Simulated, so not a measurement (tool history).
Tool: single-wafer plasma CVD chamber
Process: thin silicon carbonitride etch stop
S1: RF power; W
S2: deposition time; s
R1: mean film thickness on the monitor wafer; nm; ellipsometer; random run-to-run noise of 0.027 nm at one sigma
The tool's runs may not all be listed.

{"run": 1, "hour": 0.0, "S1": 230, "S2": 9.54, "R1": 6.8682}
{"run": 2, "hour": 7.8, "S1": 215, "S2": 9.3, "R1": 6.607}
{"run": 3, "hour": 15.5, "S1": 205, "S2": 9.08, "R1": 6.3615}
{"run": 4, "hour": 20.5, "S1": 195, "S2": 8.98, "R1": 6.27}
{"hour": 29.1, "done": "thermocouple changed; heater temperature recalibrated"}
{"run": 5, "hour": 29.1, "S1": 190, "S2": 8.85, "R1": 6.1062}
{"run": 6, "hour": 37.8, "S1": 185, "S2": 8.81, "R1": 6.0639}

Run 7, settings as shown, results not yet in. Your forecast:
{"run": 7, "hour": 41.9, "S1": 185, "S2": 8.81, "R1": "?"}

{"run 7": {"R1": 6.0367}}

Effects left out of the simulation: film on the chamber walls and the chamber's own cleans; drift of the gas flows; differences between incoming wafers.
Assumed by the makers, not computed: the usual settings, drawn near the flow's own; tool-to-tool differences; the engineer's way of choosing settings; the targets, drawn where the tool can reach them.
